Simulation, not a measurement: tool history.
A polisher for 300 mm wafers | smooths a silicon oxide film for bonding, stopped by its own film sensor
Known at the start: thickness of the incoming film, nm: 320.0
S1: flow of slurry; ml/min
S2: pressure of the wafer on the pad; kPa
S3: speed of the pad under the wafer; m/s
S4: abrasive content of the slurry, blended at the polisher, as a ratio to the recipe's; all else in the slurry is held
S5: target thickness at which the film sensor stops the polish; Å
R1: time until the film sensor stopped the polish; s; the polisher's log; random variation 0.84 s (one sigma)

run	day	S1	S2	S3	S4	S5	R1
1	0	165	10.3	0.72	1	2830	114.74
2	0.275	165	10.3	0.72	0.8	2830	126.49
3	0.6	165	10.3	0.72	0.8	2870	114.28
4	0.812	165	10.3	0.54	0.8	2870	141.85
5	1.125	165	10.3	0.54	0.7	2870	147.33
6	1.375	165	11.7	0.54	0.7	2870	131.9
7	1.562	170	12.4	0.58	0.7	2870	120.39

Run 8 comes next. What will it give?
8	1.692	170	13.1	0.64	0.7	2870	?

{"run 8": {"R1": 103.88}}
